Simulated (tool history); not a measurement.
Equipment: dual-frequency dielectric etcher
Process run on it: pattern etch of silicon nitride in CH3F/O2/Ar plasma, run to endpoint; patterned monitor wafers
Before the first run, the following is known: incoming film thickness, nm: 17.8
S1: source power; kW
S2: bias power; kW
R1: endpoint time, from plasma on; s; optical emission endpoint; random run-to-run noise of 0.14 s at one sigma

run  hour    S1     S2      R1
  1     0  0.33  0.089  22.064
  2   8.2   0.3  0.083   23.83
  3   9.1  0.28  0.081  24.873
  4  17.4  0.27   0.08  25.065
  5  24.3  0.32   0.08  23.192
  6  32.9  0.37   0.08  21.586
  7  35.6  0.33  0.077  23.115
  8  39.4  0.31  0.075  24.138
  9  42.4  0.29  0.074  24.958

What will run 10 give?
 10  49.8  0.28  0.073   ?

Run 10 yielded R1 25.331 s.
